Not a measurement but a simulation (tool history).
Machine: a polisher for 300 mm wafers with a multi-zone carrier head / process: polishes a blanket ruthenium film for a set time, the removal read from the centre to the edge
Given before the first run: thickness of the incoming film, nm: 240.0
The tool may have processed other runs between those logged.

run,hour,flow of slurry (ml/min),pressure of the head's centre zone,pressure of the head's middle zone,pressure of the head's edge zone,polishing time (s),film removed at the wafer's centre (Å),film removed at mid-radius (Å),film removed at the wafer's edge (Å)
1,0.0,240,1.00,1.00,1.00,84,713.67,715.89,682.85
2,7.0,240,1.00,1.00,0.92,84,708.54,702.73,676.12
3,15.9,240,1.00,1.00,0.92,65,545.51,541.47,516.20
4,22.0,240,0.95,1.00,0.92,65,510.66,548.63,533.19
5,29.5,240,0.95,1.04,0.92,65,520.66,574.41,526.19
6,34.4,240,0.95,0.99,0.92,65,524.07,542.24,529.59
7,36.0,295,1.05,1.09,1.02,88,807.83,811.07,758.33

The next listed run, before its measurement:
8,39.0,300,1.07,1.10,1.04,89,?,?,?

{"run 8": {"film removed at the wafer's centre (Å)": 833.51, "film removed at mid-radius (Å)": 832.01, "film removed at the wafer's edge (Å)": 766.19}}

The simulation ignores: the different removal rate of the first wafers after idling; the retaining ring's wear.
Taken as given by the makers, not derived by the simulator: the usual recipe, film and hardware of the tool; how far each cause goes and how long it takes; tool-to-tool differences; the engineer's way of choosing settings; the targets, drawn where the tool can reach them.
